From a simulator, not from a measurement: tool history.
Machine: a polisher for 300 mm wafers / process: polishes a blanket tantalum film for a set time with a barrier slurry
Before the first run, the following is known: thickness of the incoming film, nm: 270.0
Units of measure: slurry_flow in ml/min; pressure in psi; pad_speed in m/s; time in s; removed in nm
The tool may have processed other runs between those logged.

run 1 hour=0.0 | slurry_flow=305 pressure=2.4 pad_speed=0.84 slurry_solids=1.0 time=36 | removed=50.835
run 2 hour=8.5 | slurry_flow=305 pressure=2.9 pad_speed=0.84 slurry_solids=1.0 time=36 | removed=59.580
run 3 hour=16.1 | slurry_flow=305 pressure=2.6 pad_speed=0.82 slurry_solids=1.0 time=36 | removed=52.898
run 4 hour=22.8 | slurry_flow=305 pressure=3.0 pad_speed=0.82 slurry_solids=1.0 time=36 | removed=61.765
run 5 hour=25.4 | slurry_flow=305 pressure=2.7 pad_speed=0.82 slurry_solids=1.0 time=36 | removed=54.541
run 6 hour=33.0 | slurry_flow=305 pressure=2.7 pad_speed=0.82 slurry_solids=1.1 time=36 | removed=56.845

Run 7, settings as shown, results not yet in. Your forecast:
run 7 hour=40.9 | slurry_flow=305 pressure=2.7 pad_speed=0.82 slurry_solids=1.1 time=36 | removed=?

removed: 57.611 nm

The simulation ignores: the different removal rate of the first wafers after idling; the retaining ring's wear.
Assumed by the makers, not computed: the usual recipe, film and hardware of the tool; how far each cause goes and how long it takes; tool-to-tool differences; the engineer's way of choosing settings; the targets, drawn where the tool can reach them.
